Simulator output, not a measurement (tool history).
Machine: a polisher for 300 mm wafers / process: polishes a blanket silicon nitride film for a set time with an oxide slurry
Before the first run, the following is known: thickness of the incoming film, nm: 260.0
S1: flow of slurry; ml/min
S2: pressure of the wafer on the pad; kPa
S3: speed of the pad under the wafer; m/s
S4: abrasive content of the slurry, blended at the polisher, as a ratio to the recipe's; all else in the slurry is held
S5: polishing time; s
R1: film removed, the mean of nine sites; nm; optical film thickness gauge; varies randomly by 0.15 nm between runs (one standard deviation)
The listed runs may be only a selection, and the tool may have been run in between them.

run	hour	S1	S2	S3	S4	S5	R1
1	0.0	205	21.4	1.04	1.00	53	25.211
2	2.1	205	24.1	1.04	1.00	53	26.436
3	8.7	170	24.1	1.04	1.00	53	26.329
4	9.3	170	24.1	1.04	1.00	53	25.548
5	16.3	170	24.1	1.04	0.85	53	23.768
6	16.8	170	24.1	1.04	0.85	53	24.363
7	20.8	165	21.4	1.02	0.85	53	21.820
8	26.0	165	19.3	1.00	0.85	53	19.915
9	32.4	160	17.2	1.00	0.85	53	18.687
10	39.0	160	15.9	1.00	0.85	53	18.023

For run 11, what comes out?
11	39.5	160	9.7	0.98	0.85	53	?

R1: 13.334 nm

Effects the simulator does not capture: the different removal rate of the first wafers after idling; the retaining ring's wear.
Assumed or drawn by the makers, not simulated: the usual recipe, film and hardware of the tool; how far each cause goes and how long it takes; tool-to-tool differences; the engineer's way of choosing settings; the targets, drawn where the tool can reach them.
